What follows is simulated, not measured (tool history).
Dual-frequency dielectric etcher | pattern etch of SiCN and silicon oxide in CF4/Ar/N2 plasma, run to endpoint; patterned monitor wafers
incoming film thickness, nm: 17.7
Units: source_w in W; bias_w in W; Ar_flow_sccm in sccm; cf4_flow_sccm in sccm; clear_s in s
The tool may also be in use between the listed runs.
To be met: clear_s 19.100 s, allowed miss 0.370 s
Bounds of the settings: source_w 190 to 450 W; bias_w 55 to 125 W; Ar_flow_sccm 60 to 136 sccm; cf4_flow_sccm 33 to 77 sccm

run  hour  source_w  bias_w  Ar_flow_sccm  cf4_flow_sccm  clear_s
  1   0.0       320      90            98             55   26.617
  2   7.0       280      90            98             55   31.090
  3  13.5       330      91            98             55   25.676
  4  18.6       330      91            87             55   25.240
  5  22.0       330      91            87             61   24.872
  6  28.5       360      91            87             61   22.632
  7  30.1       380      91            87             61   21.469
  8  37.6       390      91            87             61   20.777
  9  45.5       400      91            87             61   20.165
 10  54.2       410      91            87             61   19.544

Which of these 5 next moves meets every target?
  A  62.9       390      97            80             63        ?
  B  62.9       390     102            78             55        ?
  C  62.9       420      86            79             62        ?
  D  62.9       400      94            91             67        ?
  E  62.9       420      87            90             57        ?

move  clear_s
   A   19.962
   B   19.972
   C   19.184
   D   19.786
   E   19.736
A: further off than the last run
B: further off than the last run
C: meets every target
D: further off than the last run
E: further off than the last run
Move C is the one to make.
